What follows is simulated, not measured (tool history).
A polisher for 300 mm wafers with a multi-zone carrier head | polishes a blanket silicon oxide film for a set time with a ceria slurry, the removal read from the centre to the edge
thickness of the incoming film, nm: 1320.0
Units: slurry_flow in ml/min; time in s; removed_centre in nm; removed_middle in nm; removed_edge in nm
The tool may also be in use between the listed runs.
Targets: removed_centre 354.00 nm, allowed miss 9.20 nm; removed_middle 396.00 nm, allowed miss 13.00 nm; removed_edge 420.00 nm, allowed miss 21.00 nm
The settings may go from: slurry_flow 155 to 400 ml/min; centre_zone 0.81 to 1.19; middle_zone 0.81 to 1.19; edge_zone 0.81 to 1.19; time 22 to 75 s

{"run": 1, "day": 0.0, "slurry_flow": 255, "centre_zone": 1.0, "middle_zone": 1.0, "edge_zone": 1.0, "time": 48, "removed_centre": 297.07, "removed_middle": 304.81, "removed_edge": 304.68}
{"run": 2, "day": 0.033, "slurry_flow": 255, "centre_zone": 1.0, "middle_zone": 1.0, "edge_zone": 1.0, "time": 41, "removed_centre": 254.05, "removed_middle": 262.64, "removed_edge": 252.16}
{"run": 3, "day": 0.329, "slurry_flow": 255, "centre_zone": 1.0, "middle_zone": 1.0, "edge_zone": 1.0, "time": 31, "removed_centre": 190.13, "removed_middle": 197.04, "removed_edge": 187.98}
{"run": 4, "day": 0.617, "slurry_flow": 255, "centre_zone": 1.0, "middle_zone": 1.06, "edge_zone": 1.0, "time": 31, "removed_centre": 190.54, "removed_middle": 200.23, "removed_edge": 194.43}
{"run": 5, "day": 0.833, "slurry_flow": 225, "centre_zone": 1.0, "middle_zone": 1.06, "edge_zone": 1.0, "time": 31, "removed_centre": 188.42, "removed_middle": 201.05, "removed_edge": 187.79}
{"run": 6, "day": 1.1, "slurry_flow": 240, "centre_zone": 0.99, "middle_zone": 1.08, "edge_zone": 1.03, "time": 37, "removed_centre": 223.9, "removed_middle": 246.24, "removed_edge": 239.24}
{"run": 7, "day": 1.362, "slurry_flow": 240, "centre_zone": 1.01, "middle_zone": 1.1, "edge_zone": 1.06, "time": 40, "removed_centre": 250.32, "removed_middle": 267.98, "removed_edge": 246.55}
{"run": 8, "day": 1.675, "slurry_flow": 265, "centre_zone": 0.98, "middle_zone": 1.07, "edge_zone": 1.08, "time": 44, "removed_centre": 269.22, "removed_middle": 294.63, "removed_edge": 282.07}
{"run": 9, "day": 1.904, "slurry_flow": 265, "centre_zone": 0.96, "middle_zone": 1.04, "edge_zone": 1.09, "time": 47, "removed_centre": 282.42, "removed_middle": 302.54, "removed_edge": 308.08}
{"run": 10, "day": 1.975, "slurry_flow": 260, "centre_zone": 0.95, "middle_zone": 1.05, "edge_zone": 1.1, "time": 50, "removed_centre": 294.53, "removed_middle": 329.31, "removed_edge": 325.54}
{"run": 11, "day": 2.217, "slurry_flow": 260, "centre_zone": 0.95, "middle_zone": 1.05, "edge_zone": 1.1, "time": 50, "removed_centre": 293.34, "removed_middle": 322.55, "removed_edge": 332.3}
{"run": 12, "day": 2.421, "slurry_flow": 260, "centre_zone": 0.95, "middle_zone": 1.06, "edge_zone": 1.12, "time": 52, "removed_centre": 306.65, "removed_middle": 337.02, "removed_edge": 342.9}
{"run": 13, "day": 2.721, "slurry_flow": 280, "centre_zone": 0.94, "middle_zone": 1.06, "edge_zone": 1.13, "time": 53, "removed_centre": 310.38, "removed_middle": 355.86, "removed_edge": 363.33}
{"run": 14, "day": 2.888, "slurry_flow": 300, "centre_zone": 0.95, "middle_zone": 1.05, "edge_zone": 1.14, "time": 54, "removed_centre": 324.99, "removed_middle": 364.05, "removed_edge": 362.66}
{"run": 15, "day": 3.238, "slurry_flow": 285, "centre_zone": 0.95, "middle_zone": 1.05, "edge_zone": 1.14, "time": 55, "removed_centre": 324.89, "removed_middle": 364.8, "removed_edge": 376.17}
{"run": 16, "day": 3.417, "slurry_flow": 285, "centre_zone": 0.95, "middle_zone": 1.05, "edge_zone": 1.15, "time": 56, "removed_centre": 328.15, "removed_middle": 366.31, "removed_edge": 382.18}
{"run": 17, "day": 3.704, "slurry_flow": 290, "centre_zone": 0.95, "middle_zone": 1.05, "edge_zone": 1.15, "time": 57, "removed_centre": 338.06, "removed_middle": 378.52, "removed_edge": 394.06}
{"run": 18, "day": 3.85, "slurry_flow": 295, "centre_zone": 0.95, "middle_zone": 1.05, "edge_zone": 1.16, "time": 58, "removed_centre": 346.34, "removed_middle": 387.43, "removed_edge": 396.11}

4 next moves are on the table. One of them brings every result within its allowed miss. Which?
{"run": "A", "day": 3.996, "slurry_flow": 300, "centre_zone": 0.93, "middle_zone": 1.03, "edge_zone": 1.18, "time": 60, "removed_centre": "?", "removed_middle": "?", "removed_edge": "?"}
{"run": "B", "day": 3.996, "slurry_flow": 280, "centre_zone": 0.89, "middle_zone": 1.06, "edge_zone": 1.15, "time": 60, "removed_centre": "?", "removed_middle": "?", "removed_edge": "?"}
{"run": "C", "day": 3.996, "slurry_flow": 390, "centre_zone": 1.08, "middle_zone": 1.09, "edge_zone": 1.12, "time": 53, "removed_centre": "?", "removed_middle": "?", "removed_edge": "?"}
{"run": "D", "day": 3.996, "slurry_flow": 325, "centre_zone": 1.0, "middle_zone": 1.14, "edge_zone": 1.13, "time": 54, "removed_centre": "?", "removed_middle": "?", "removed_edge": "?"}

move=A removed_centre=354.37 removed_middle=394.18 removed_edge=408.16
move=B removed_centre=336.28 removed_middle=401.00 removed_edge=400.27
move=C removed_centre=373.69 removed_middle=373.89 removed_edge=357.14
move=D removed_centre=346.43 removed_middle=389.88 removed_edge=360.88
A: meets every target
B: brings the result that was furthest off to its target, and leaves another outside
C: further off than the last run
D: further off than the last run
The right move is A.
